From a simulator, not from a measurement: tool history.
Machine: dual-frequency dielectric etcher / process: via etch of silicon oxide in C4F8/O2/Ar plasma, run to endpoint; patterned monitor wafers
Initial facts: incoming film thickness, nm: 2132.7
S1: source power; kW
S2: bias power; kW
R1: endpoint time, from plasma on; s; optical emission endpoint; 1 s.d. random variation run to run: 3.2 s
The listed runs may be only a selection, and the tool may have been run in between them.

run 1 hour=0 | S1=2.55 S2=1.702 | R1=417.59
run 2 hour=4 | S1=2.55 S2=1.887 | R1=399.92
run 3 hour=7.2 | S1=2.32 S2=1.688 | R1=438.17
run 4 hour=11.6 | S1=2.05 S2=1.688 | R1=479.11
run 5 hour=20.4 | S1=2.05 S2=1.532 | R1=490.95
run 6 hour=24.9 | S1=1.93 S2=1.508 | R1=515.02
run 7 hour=28.2 | S1=1.53 S2=1.428 | R1=610.23
run 8 hour=29.3 | S1=1.57 S2=1.43 | R1=595.56

Run 9 has not been measured yet. What should we expect?
run 9 hour=36.7 | S1=1.6 S2=1.431 | R1=?

R1: 587.24 s
